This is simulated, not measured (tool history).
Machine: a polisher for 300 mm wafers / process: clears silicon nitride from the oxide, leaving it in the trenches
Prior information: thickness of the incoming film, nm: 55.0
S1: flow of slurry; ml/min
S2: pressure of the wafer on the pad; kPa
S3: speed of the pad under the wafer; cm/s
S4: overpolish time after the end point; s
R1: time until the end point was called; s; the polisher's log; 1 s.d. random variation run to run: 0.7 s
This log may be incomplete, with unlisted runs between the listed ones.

run	hour	S1	S2	S3	S4	R1
1	0.0	180	12.4	98	11	106.990
2	2.1	180	12.4	98	8	105.640
3	6.2	180	10.3	98	8	125.050
4	10.9	180	10.3	114	8	107.400
5	17.5	180	10.3	96	8	126.420
6	22.3	180	10.3	96	8	126.730
7	24.7	185	13.1	100	8	98.659

Run 8, settings as shown, results not yet in. Your forecast:
8	26.3	185	14.5	102	8	?

{"run 8": {"R1": 90.057}}
